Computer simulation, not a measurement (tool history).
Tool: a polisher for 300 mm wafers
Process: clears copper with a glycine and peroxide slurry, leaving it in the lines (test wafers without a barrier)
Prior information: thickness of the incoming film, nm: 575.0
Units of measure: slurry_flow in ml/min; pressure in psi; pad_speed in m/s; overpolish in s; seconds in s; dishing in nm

run 1 day=0 | slurry_flow=165 pressure=2.9 pad_speed=1.02 overpolish=22 | seconds=99.788 dishing=80.082
run 2 day=0.267 | slurry_flow=160 pressure=2.4 pad_speed=1.18 overpolish=17 | seconds=104.28 dishing=63.344
run 3 day=0.412 | slurry_flow=160 pressure=1.8 pad_speed=1.18 overpolish=17 | seconds=125.96 dishing=52.724
run 4 day=0.762 | slurry_flow=160 pressure=1.8 pad_speed=1.18 overpolish=13 | seconds=126.51 dishing=42.701
run 5 day=0.988 | slurry_flow=180 pressure=1.8 pad_speed=1.18 overpolish=13 | seconds=128.37 dishing=43.698
run 6 day=1.162 | slurry_flow=170 pressure=1.8 pad_speed=1.26 overpolish=11 | seconds=120.79 dishing=38.68
run 7 day=1.2 | slurry_flow=170 pressure=1.9 pad_speed=1.28 overpolish=11 | seconds=119.34 dishing=41.281

Run 8, settings as shown, results not yet in. Your forecast:
run 8 day=1.512 | slurry_flow=170 pressure=2 pad_speed=1.32 overpolish=10 | seconds=? dishing=?

For run 8 the tool returned seconds 109.66 s, dishing 38.632 nm.
